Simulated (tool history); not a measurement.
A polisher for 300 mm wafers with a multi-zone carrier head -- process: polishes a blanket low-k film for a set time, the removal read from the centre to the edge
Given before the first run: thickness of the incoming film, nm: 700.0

run	day	flow of slurry (ml/min)	pressure of the head's centre zone	pressure of the head's middle zone	pressure of the head's edge zone	abrasive content of the slurry	polishing time (s)	film removed at the wafer's centre (angstrom)	film removed at mid-radius (angstrom)	film removed at the wafer's edge (angstrom)
1	0.000	265	1.00	1.00	1.00	1.00	49	218.46	225.40	224.49
2	0.283	265	1.07	1.00	1.00	1.00	49	236.56	224.57	226.86
3	0.354	265	1.03	0.98	0.95	0.85	49	210.93	202.76	201.75
4	0.612	255	0.98	0.96	0.91	0.80	49	192.04	195.50	192.75
5	0.871	255	0.98	0.96	0.91	0.80	55	215.73	215.58	216.05
6	0.954	255	0.98	0.96	0.91	0.80	45	175.93	175.62	176.20
# day 1.033: slurry nozzle cleaned
7	1.033	240	0.97	0.96	0.89	0.80	45	182.10	183.48	178.68
8	1.354	260	0.95	0.95	0.88	0.80	45	181.72	182.75	184.45
9	1.654	235	0.95	0.95	0.89	0.80	45	179.32	175.69	180.80

For run 10, what comes out?
10	1.733	235	0.94	0.96	0.88	0.75	45	?	?	?

film removed at the wafer's centre (angstrom): 172.49
film removed at mid-radius (angstrom): 174.82
film removed at the wafer's edge (angstrom): 173.63

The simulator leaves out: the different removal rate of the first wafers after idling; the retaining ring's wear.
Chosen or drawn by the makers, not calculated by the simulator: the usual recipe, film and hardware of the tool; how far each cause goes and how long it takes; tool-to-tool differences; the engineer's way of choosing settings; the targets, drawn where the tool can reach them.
